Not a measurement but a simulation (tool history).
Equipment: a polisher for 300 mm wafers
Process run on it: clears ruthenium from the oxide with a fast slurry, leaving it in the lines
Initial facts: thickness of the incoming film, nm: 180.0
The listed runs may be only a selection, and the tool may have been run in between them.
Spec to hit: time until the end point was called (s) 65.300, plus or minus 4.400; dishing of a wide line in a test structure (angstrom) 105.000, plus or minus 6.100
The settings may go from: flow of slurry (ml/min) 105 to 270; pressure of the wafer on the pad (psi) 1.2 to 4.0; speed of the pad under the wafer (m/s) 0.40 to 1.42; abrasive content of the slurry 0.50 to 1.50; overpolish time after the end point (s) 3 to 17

| run | hour | flow of slurry (ml/min) | pressure of the wafer on the pad (psi) | speed of the pad under the wafer (m/s) | abrasive content of the slurry | overpolish time after the end point (s) | time until the end point was called (s) | dishing of a wide line in a test structure (angstrom) |
|---|---|---|---|---|---|---|---|---|
| 1 | 0.0 | 175 | 2.6 | 0.90 | 1.00 | 9 | 50.131 | 239.410 |
| 2 | 8.6 | 175 | 2.6 | 0.90 | 1.00 | 12 | 49.835 | 305.710 |
| 3 | 16.6 | 175 | 2.5 | 0.88 | 1.00 | 11 | 51.040 | 259.030 |
| 4 | 21.7 | 180 | 2.4 | 0.86 | 1.00 | 10 | 55.412 | 234.450 |
| 5 | 23.0 | 180 | 2.4 | 0.86 | 1.00 | 12 | 53.858 | 271.050 |
| 6 | 27.4 | 180 | 2.4 | 0.86 | 1.00 | 10 | 53.886 | 229.590 |
| 7 | 32.1 | 185 | 2.3 | 0.84 | 1.00 | 9 | 58.527 | 198.940 |
| 8 | 35.9 | 185 | 2.2 | 0.84 | 1.00 | 8 | 59.809 | 173.860 |
| 9 | 36.8 | 190 | 1.8 | 0.84 | 1.00 | 4 | 71.156 | 79.261 |

Of the 4 settings listed for the next run, only one would bring every result within its allowed miss of target. Which one?
| A | 37.7 | 185 | 2.0 | 0.86 | 0.90 | 6 | ? | ? |
| B | 37.7 | 160 | 2.1 | 0.72 | 1.05 | 7 | ? | ? |
| C | 37.7 | 225 | 2.2 | 0.78 | 1.00 | 3 | ? | ? |
| D | 37.7 | 150 | 1.8 | 0.94 | 0.95 | 5 | ? | ? |

| move | time until the end point was called (s) | dishing of a wide line in a test structure (angstrom) |
|---|---|---|
| A | 63.597 | 127.070 |
| B | 68.638 | 136.750 |
| C | 60.173 | 68.932 |
| D | 63.164 | 107.570 |
A: the result that was furthest off in the last run now lies on the other side of its target
B: the result that was furthest off in the last run now lies on the other side of its target
C: the biggest miss grows against the last run
D: all results land within tolerance of their targets
Correct choice: D, which meets every target
